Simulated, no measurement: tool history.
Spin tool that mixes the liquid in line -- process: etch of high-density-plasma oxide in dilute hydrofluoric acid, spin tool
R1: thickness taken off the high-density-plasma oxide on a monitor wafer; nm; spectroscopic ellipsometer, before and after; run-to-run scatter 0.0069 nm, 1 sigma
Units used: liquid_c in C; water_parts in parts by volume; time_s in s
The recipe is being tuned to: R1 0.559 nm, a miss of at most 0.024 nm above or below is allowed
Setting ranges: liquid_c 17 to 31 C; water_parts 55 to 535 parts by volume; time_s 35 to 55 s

Run 1, hour 0: liquid_c 23 C, water_parts 295 parts by volume, time_s 55 s. Result: R1 0.89402 nm.
Run 2, hour 1.2: liquid_c 24.5 C, water_parts 295 parts by volume, time_s 55 s. Result: R1 0.94303 nm.
Run 3, hour 10.1: liquid_c 24.5 C, water_parts 375 parts by volume, time_s 55 s. Result: R1 0.68836 nm.
Run 4, hour 11: liquid_c 21.5 C, water_parts 375 parts by volume, time_s 55 s. Result: R1 0.61938 nm.
Run 5, hour 17: liquid_c 20.5 C, water_parts 375 parts by volume, time_s 55 s. Result: R1 0.59935 nm.
Run 6, hour 20.8: liquid_c 20.5 C, water_parts 480 parts by volume, time_s 55 s. Result: R1 0.44153 nm.
Run 7, hour 27: liquid_c 24.5 C, water_parts 460 parts by volume, time_s 55 s. Result: R1 0.51681 nm.
Run 8, hour 35.6: liquid_c 25 C, water_parts 460 parts by volume, time_s 55 s. Result: R1 0.52914 nm.
Run 9, hour 36.5: liquid_c 25.5 C, water_parts 460 parts by volume, time_s 55 s. Result: R1 0.53211 nm.

Below are 4 possible settings for the next run. Only one of them brings all results inside the allowed miss of their targets. Which is it?
Run A, hour 37.4: liquid_c 25.5 C, water_parts 415 parts by volume, time_s 55 s. Result: R1 ?.
Run B, hour 37.4: liquid_c 26.5 C, water_parts 460 parts by volume, time_s 55 s. Result: R1 ?.
Run C, hour 37.4: liquid_c 25 C, water_parts 485 parts by volume, time_s 55 s. Result: R1 ?.
Run D, hour 37.4: liquid_c 26.5 C, water_parts 420 parts by volume, time_s 55 s. Result: R1 ?.

move       R1
   A  0.61838
   B  0.55272
   C  0.48968
   D  0.62778
A: pushes the last run's worst result past its target
B: each result inside its tolerance
C: further off than the last run
D: pushes the last run's worst result past its target
Correct choice: B, which meets every target
